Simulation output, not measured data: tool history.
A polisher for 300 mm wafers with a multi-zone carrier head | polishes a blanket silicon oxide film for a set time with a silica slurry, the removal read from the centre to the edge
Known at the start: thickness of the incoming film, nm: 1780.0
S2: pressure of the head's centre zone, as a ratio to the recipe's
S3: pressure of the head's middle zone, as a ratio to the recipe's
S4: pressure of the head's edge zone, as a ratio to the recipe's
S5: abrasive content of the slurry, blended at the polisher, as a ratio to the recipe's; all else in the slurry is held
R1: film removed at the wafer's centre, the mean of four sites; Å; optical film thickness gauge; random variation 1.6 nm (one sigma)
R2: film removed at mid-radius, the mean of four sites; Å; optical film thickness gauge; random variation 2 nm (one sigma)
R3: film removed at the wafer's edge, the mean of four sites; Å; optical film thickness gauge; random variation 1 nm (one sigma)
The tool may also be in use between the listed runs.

{"run": 1, "hour": 0.0, "flow of slurry (ml/min)": 190, "S2": 1, "S3": 1, "S4": 1, "S5": 1, "polishing time (s)": 72, "R1": 1571.3, "R2": 1515.6, "R3": 1539.9}
{"run": 2, "hour": 8.6, "flow of slurry (ml/min)": 190, "S2": 1.05, "S3": 1, "S4": 1, "S5": 1, "polishing time (s)": 72, "R1": 1613.7, "R2": 1560.2, "R3": 1556.2}
{"run": 3, "hour": 11.9, "flow of slurry (ml/min)": 170, "S2": 1.05, "S3": 1, "S4": 1, "S5": 1, "polishing time (s)": 72, "R1": 1605, "R2": 1500.6, "R3": 1532.6}
{"run": 4, "hour": 14.3, "flow of slurry (ml/min)": 170, "S2": 1.05, "S3": 1, "S4": 1, "S5": 1.1, "polishing time (s)": 72, "R1": 1654.5, "R2": 1602.7, "R3": 1631.5}
{"run": 5, "hour": 22.8, "flow of slurry (ml/min)": 170, "S2": 1.05, "S3": 1, "S4": 1.03, "S5": 1.1, "polishing time (s)": 72, "R1": 1640, "R2": 1598.7, "R3": 1599.3}
{"run": 6, "hour": 28.6, "flow of slurry (ml/min)": 170, "S2": 1.05, "S3": 1, "S4": 0.95, "S5": 1.1, "polishing time (s)": 72, "R1": 1674.6, "R2": 1561.7, "R3": 1569.8}
{"run": 7, "hour": 31.8, "flow of slurry (ml/min)": 165, "S2": 0.99, "S3": 1.06, "S4": 0.93, "S5": 1.05, "polishing time (s)": 72, "R1": 1547.6, "R2": 1652.5, "R3": 1515.9}
{"run": 8, "hour": 38.6, "flow of slurry (ml/min)": 160, "S2": 0.96, "S3": 1.07, "S4": 0.91, "S5": 1, "polishing time (s)": 72, "R1": 1479.7, "R2": 1575.3, "R3": 1463.7}

Forecast run 9:
{"run": 9, "hour": 41.6, "flow of slurry (ml/min)": 145, "S2": 0.87, "S3": 1.17, "S4": 0.83, "S5": 0.9, "polishing time (s)": 71, "R1": "?", "R2": "?", "R3": "?"}

Run 9 gave R1 1262 Å, R2 1577.1 Å, R3 1304.6 Å.
